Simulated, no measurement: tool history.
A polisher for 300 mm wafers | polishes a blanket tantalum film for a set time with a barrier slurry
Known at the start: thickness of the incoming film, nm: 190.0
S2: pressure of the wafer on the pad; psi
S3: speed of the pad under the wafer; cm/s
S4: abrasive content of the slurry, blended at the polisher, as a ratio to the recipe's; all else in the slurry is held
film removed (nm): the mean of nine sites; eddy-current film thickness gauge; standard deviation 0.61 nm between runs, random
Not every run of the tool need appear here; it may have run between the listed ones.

Run 1, hour 0: flow of slurry (ml/min) 225, S2 1.8 psi, S3 110 cm/s, S4 1, polishing time (s) 52. Result: film removed (nm) 76.618.
Run 2, hour 7.9: flow of slurry (ml/min) 225, S2 1.6 psi, S3 108 cm/s, S4 1, polishing time (s) 52. Result: film removed (nm) 67.701.
Run 3, hour 12: flow of slurry (ml/min) 225, S2 1.6 psi, S3 108 cm/s, S4 1, polishing time (s) 52. Result: film removed (nm) 65.707.
Run 4, hour 18.1: flow of slurry (ml/min) 225, S2 1.5 psi, S3 108 cm/s, S4 1, polishing time (s) 52. Result: film removed (nm) 63.103.
Run 5, hour 22.4: flow of slurry (ml/min) 225, S2 1.5 psi, S3 108 cm/s, S4 1, polishing time (s) 55. Result: film removed (nm) 67.611.
Run 6, hour 23.4: flow of slurry (ml/min) 225, S2 1.4 psi, S3 108 cm/s, S4 1, polishing time (s) 55. Result: film removed (nm) 63.017.
Run 7, hour 32.1: flow of slurry (ml/min) 225, S2 1.4 psi, S3 108 cm/s, S4 1, polishing time (s) 55. Result: film removed (nm) 64.081.

Forecast run 8:
Run 8, hour 35.2: flow of slurry (ml/min) 225, S2 1.3 psi, S3 108 cm/s, S4 1, polishing time (s) 55. Result: film removed (nm) ?.

film removed (nm): 57.412

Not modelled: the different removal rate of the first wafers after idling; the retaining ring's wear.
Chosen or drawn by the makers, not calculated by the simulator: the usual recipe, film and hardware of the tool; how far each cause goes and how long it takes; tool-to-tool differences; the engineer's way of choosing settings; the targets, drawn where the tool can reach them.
